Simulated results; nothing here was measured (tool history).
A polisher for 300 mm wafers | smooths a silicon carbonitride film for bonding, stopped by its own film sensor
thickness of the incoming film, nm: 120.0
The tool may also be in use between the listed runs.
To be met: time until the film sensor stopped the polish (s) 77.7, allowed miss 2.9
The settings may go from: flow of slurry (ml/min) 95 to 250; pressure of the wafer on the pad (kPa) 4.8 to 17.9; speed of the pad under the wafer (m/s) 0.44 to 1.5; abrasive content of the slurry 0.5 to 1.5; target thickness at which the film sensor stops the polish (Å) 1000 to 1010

run  hour  flow of slurry (ml/min)  pressure of the wafer on the pad (kPa)  speed of the pad under the wafer (m/s)  abrasive content of the slurry  target thickness at which the film sensor stops the polish (Å)  time until the film sensor stopped the polish (s)
  1     0                      160                                      11                                    0.96                               1                                                            1010                                             111.01
  2   2.4                      190                                      11                                    0.96                               1                                                            1010                                             107.02
  3  11.2                      190                                      11                                    0.96                               1                                                            1000                                             111.93
  4  14.6                      190                                    13.1                                    0.96                               1                                                            1000                                              99.39
  5  15.4                      190                                    13.1                                    0.78                               1                                                            1000                                             115.94
  6  20.2                      190                                    15.2                                    0.78                               1                                                            1000                                              105.9
  7  28.2                      195                                    15.9                                     0.8                               1                                                            1000                                             98.753
  8  30.8                      200                                    16.5                                    0.82                               1                                                            1000                                             92.033
  9  35.3                      200                                    16.5                                    0.84                               1                                                            1000                                              91.62
 10  41.5                      200                                    16.5                                    0.86                               1                                                            1000                                             90.899
 11  48.3                      200                                    16.5                                    0.88                               1                                                            1000                                             89.372
 12  49.8                      200                                    16.5                                     0.9                               1                                                            1000                                             88.345
 13  57.3                      200                                    16.5                                    0.92                               1                                                            1000                                             86.478
 14  61.2                      210                                    17.9                                    0.92                               1                                                            1000                                             81.533

4 next moves are on the table. One of them brings every result within its allowed miss. Which?
  A  65.1                      215                                    17.9                                    0.86                               1                                                            1000                                                  ?
  B  65.1                      210                                    17.2                                    0.94                            0.85                                                            1000                                                  ?
  C  65.1                      175                                    16.5                                    0.84                            1.05                                                            1010                                                  ?
  D  65.1                      210                                    17.9                                    0.92                             1.1                                                            1000                                                  ?

move  time until the film sensor stopped the polish (s)
   A                                             84.919
   B                                             89.613
   C                                             87.223
   D                                             76.832
A: further off than the last run
B: further off than the last run
C: further off than the last run
D: meets every target
Answer: D
